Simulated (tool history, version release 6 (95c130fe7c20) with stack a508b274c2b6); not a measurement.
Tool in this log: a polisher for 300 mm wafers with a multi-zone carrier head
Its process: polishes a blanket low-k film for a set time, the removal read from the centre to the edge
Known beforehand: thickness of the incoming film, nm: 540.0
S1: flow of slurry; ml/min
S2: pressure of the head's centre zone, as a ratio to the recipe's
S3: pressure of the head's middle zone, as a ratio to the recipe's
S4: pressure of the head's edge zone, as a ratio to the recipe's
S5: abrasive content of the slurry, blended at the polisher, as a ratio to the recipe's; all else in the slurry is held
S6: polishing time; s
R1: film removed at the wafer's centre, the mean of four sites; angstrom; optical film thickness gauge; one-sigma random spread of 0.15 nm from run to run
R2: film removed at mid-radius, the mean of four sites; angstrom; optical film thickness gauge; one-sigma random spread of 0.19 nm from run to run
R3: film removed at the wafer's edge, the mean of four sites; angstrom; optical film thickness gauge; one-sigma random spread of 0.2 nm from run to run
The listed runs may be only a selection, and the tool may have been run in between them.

run	day	S1	S2	S3	S4	S5	S6	R1	R2	R3
1	0	195	1	1	1	1	77	370.2	369.03	360.48
2	0.217	230	1	1	1	1	77	376.71	375.42	363.41
3	0.496	230	1	1	1	1	61	301.12	295.76	286.6
4	0.679	230	1	1	1	1	70	343.05	338.34	331.84
5	0.717	230	1	1	1	1	89	438.46	429.76	419.68
6	0.871	230	0.95	1	1	1	89	417.86	432.25	424.3
7	1.079	230	0.93	1.02	0.97	0.9	86	369.87	400.58	381.43
8	1.3	230	0.91	1.04	0.94	0.8	84	328.37	366.44	341.29
9	1.371	225	0.9	1.06	0.92	0.75	84	308.35	354.12	321.05
10	1.525	215	0.89	1.07	0.9	0.7	84	287.93	338.77	301.64
11	1.612	200	0.88	1.08	0.89	0.7	84	281.8	336.6	296.34
12	1.883	185	0.87	1.09	0.87	0.7	84	273.24	336.83	291.45
13	1.988	180	0.87	1.09	0.86	0.7	84	275.79	334.77	290.86
14	2.246	175	0.86	1.1	0.85	0.7	84	271.39	337.15	290.51
15	2.462	170	0.86	1.11	0.84	0.7	84	269.7	341.57	286.88
16	2.592	135	0.84	1.11	0.81	0.55	84	208.25	270.45	225.84

Run 17 comes next. What will it give?
17	2.717	150	0.84	1.11	0.82	0.55	84	?	?	?

Run 17 produced R1 209.73 angstrom, R2 270.39 angstrom, R3 226.54 angstrom.

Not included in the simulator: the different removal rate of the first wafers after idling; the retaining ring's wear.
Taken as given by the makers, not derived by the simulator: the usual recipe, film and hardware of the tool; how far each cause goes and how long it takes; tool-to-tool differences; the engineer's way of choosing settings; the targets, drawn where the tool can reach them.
